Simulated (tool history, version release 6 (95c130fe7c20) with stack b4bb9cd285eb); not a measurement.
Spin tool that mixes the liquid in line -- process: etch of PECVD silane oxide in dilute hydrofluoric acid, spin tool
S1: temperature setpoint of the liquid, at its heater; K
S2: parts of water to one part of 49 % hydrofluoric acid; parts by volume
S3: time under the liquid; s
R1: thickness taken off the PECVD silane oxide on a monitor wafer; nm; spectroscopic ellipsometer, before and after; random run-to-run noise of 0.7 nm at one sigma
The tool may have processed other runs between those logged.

Run 1, hour 0.0: S1 294.15 K, S2 125 parts by volume, S3 85 s. Result: R1 30.219 nm.
Run 2, hour 7.2: S1 294.15 K, S2 100 parts by volume, S3 85 s. Result: R1 38.661 nm.
Run 3, hour 11.1: S1 295.65 K, S2 85 parts by volume, S3 85 s. Result: R1 49.642 nm.
Run 4, hour 17.3: S1 295.65 K, S2 120 parts by volume, S3 85 s. Result: R1 34.098 nm.
Run 5, hour 25.8: S1 295.65 K, S2 75 parts by volume, S3 85 s. Result: R1 56.795 nm.
Run 6, hour 30.2: S1 295.65 K, S2 75 parts by volume, S3 85 s. Result: R1 56.920 nm.
Run 7, hour 31.2: S1 297.15 K, S2 70 parts by volume, S3 85 s. Result: R1 65.643 nm.

Run 8 comes next. What will it give?
Run 8, hour 33.2: S1 298.15 K, S2 70 parts by volume, S3 85 s. Result: R1 ?.

R1: 68.466 nm
